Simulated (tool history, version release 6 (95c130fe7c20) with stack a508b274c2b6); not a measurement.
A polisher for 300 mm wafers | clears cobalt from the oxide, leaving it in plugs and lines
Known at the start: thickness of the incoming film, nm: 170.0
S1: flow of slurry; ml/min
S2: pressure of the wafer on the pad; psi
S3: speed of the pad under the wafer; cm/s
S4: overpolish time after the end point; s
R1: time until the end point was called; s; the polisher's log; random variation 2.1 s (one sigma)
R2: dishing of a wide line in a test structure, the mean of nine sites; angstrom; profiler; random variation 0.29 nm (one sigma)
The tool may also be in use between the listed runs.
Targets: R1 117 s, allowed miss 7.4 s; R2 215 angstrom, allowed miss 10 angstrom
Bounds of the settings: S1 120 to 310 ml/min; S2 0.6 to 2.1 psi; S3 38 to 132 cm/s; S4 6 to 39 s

Run 1, hour 0: S1 200 ml/min, S2 1.3 psi, S3 84 cm/s, S4 20 s. Result: R1 54.326 s, R2 365.53 angstrom.
Run 2, hour 4.3: S1 200 ml/min, S2 1.3 psi, S3 84 cm/s, S4 24 s. Result: R1 57.037 s, R2 396.03 angstrom.
Run 3, hour 9: S1 170 ml/min, S2 1.3 psi, S3 84 cm/s, S4 24 s. Result: R1 56.913 s, R2 400.31 angstrom.
Run 4, hour 15.6: S1 170 ml/min, S2 1.1 psi, S3 84 cm/s, S4 24 s. Result: R1 66.113 s, R2 373.4 angstrom.
Run 5, hour 22.7: S1 170 ml/min, S2 1.4 psi, S3 84 cm/s, S4 24 s. Result: R1 53.569 s, R2 421.3 angstrom.
Run 6, hour 30.5: S1 170 ml/min, S2 1.4 psi, S3 84 cm/s, S4 30 s. Result: R1 53.521 s, R2 466.43 angstrom.
Run 7, hour 35: S1 170 ml/min, S2 1.3 psi, S3 74 cm/s, S4 25 s. Result: R1 63.881 s, R2 384.89 angstrom.
Run 8, hour 36.2: S1 160 ml/min, S2 0.9 psi, S3 50 cm/s, S4 15 s. Result: R1 134.47 s, R2 159.02 angstrom.
Run 9, hour 42.9: S1 160 ml/min, S2 0.9 psi, S3 50 cm/s, S4 15 s. Result: R1 132.18 s, R2 158.47 angstrom.
Run 10, hour 49.1: S1 160 ml/min, S2 0.9 psi, S3 50 cm/s, S4 17 s. Result: R1 135.18 s, R2 179.2 angstrom.
Run 11, hour 51.3: S1 165 ml/min, S2 0.9 psi, S3 50 cm/s, S4 18 s. Result: R1 137.46 s, R2 191.04 angstrom.
Run 12, hour 55.4: S1 175 ml/min, S2 0.9 psi, S3 50 cm/s, S4 18 s. Result: R1 128.08 s, R2 186.49 angstrom.
Run 13, hour 61.8: S1 180 ml/min, S2 0.9 psi, S3 50 cm/s, S4 19 s. Result: R1 130.94 s, R2 195.84 angstrom.
Run 14, hour 64.5: S1 185 ml/min, S2 0.9 psi, S3 50 cm/s, S4 19 s. Result: R1 128.16 s, R2 196.32 angstrom.
Run 15, hour 69.4: S1 190 ml/min, S2 1 psi, S3 50 cm/s, S4 21 s. Result: R1 117.93 s, R2 228.97 angstrom.

5 next moves are on the table. One of them brings every result within its allowed miss. Which?
Run A, hour 74.3: S1 180 ml/min, S2 1 psi, S3 52 cm/s, S4 22 s. Result: R1 ?, R2 ?.
Run B, hour 74.3: S1 235 ml/min, S2 0.8 psi, S3 60 cm/s, S4 22 s. Result: R1 ?, R2 ?.
Run C, hour 74.3: S1 190 ml/min, S2 0.9 psi, S3 56 cm/s, S4 24 s. Result: R1 ?, R2 ?.
Run D, hour 74.3: S1 210 ml/min, S2 0.9 psi, S3 54 cm/s, S4 19 s. Result: R1 ?, R2 ?.
Run E, hour 74.3: S1 170 ml/min, S2 1 psi, S3 46 cm/s, S4 22 s. Result: R1 ?, R2 ?.

move      R1      R2
   A  112.37  242.71
   B   117.8   234.5
   C  115.09  254.47
   D  117.81  209.23
   E  127.13  221.28
A: further off than the last run
B: further off than the last run
C: further off than the last run
D: meets every target
E: brings the result that was furthest off to its target, and leaves another outside
The right move is D.
